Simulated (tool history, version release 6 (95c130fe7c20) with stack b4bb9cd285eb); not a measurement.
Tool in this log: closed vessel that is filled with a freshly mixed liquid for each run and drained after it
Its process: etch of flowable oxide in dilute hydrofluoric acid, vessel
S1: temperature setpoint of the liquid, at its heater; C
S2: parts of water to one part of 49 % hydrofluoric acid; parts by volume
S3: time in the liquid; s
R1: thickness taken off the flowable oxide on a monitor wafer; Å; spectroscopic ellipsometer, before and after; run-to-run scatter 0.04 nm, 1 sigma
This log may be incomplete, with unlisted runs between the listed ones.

| run | hour | S1 | S2 | S3 | R1 |
|---|---|---|---|---|---|
| 1 | 0 | 20 | 290 | 95 | 79.075 |
| 2 | 6 | 18 | 290 | 95 | 73.373 |
| 3 | 9.2 | 17 | 290 | 95 | 69.999 |
| 4 | 12.2 | 17 | 360 | 95 | 53.496 |
| 5 | 21.3 | 18.5 | 350 | 95 | 58.492 |
| 6 | 27.4 | 19.5 | 340 | 95 | 63.765 |

What will run 7 give?
| 7 | 34.3 | 20.5 | 335 | 95 | ? |

R1: 66.817 Å
